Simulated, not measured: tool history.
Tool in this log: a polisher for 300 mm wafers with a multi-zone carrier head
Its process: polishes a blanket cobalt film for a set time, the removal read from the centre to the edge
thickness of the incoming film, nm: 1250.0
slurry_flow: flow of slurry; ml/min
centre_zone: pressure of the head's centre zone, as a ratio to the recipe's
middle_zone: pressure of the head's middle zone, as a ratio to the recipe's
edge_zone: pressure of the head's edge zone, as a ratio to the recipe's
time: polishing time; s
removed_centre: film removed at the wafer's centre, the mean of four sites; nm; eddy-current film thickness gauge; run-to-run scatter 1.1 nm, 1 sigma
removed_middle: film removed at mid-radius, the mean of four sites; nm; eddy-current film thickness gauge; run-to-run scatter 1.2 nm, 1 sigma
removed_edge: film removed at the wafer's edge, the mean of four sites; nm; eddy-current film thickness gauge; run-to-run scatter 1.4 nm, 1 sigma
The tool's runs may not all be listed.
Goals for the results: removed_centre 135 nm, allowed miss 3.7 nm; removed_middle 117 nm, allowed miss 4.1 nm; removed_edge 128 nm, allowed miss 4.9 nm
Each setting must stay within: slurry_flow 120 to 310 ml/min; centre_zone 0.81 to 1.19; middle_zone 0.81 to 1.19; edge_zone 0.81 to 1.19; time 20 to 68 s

run,hour,slurry_flow,centre_zone,middle_zone,edge_zone,time,removed_centre,removed_middle,removed_edge
1,0,200,1,1,1,44,104.46,104.49,110.13
2,4,200,1,1,1,36,85.449,87.089,88.677
3,8.6,210,1.03,1.01,1.03,38,92.619,92.653,92.879
4,16.3,210,0.94,1.01,1.03,38,83.878,93.986,94.208
5,20.8,210,0.94,1.01,0.99,38,85.589,91.514,93.826
6,21.7,210,0.98,1,0.99,41,93.979,100.52,100.89
7,26.2,200,1.01,0.99,1,43,101.62,102.58,106.46
8,28.4,195,1.04,0.98,1,45,110.16,104.12,111.2
# hour 31.5: slurry nozzle cleaned
9,31.5,195,1.06,0.98,1.01,46,119.59,113.61,116.68
10,38.6,195,1.07,0.96,1.03,46,122.45,111.96,119.25

Exercise: of the 4 proposed moves below, exactly one satisfies all targets within the stated allowed misses. Which move is it?
A,45.7,245,1.08,0.91,1.02,49,?,?,?
B,45.7,290,1.12,1,1,44,?,?,?
C,45.7,215,1.1,1.01,1.03,46,?,?,?
D,45.7,165,1.01,0.83,1.06,55,?,?,?

move,removed_centre,removed_middle,removed_edge
A,133.27,116.74,129.47
B,126.68,115.45,116.55
C,125.33,117.74,120.54
D,131.69,115.22,142.56
A: meets every target
B: gains on the last run, yet a result remains outside its allowed miss
C: gains on the last run, yet a result remains outside its allowed miss
D: the worst result of the last run now meets its target, but another is out of spec
A meets every target.
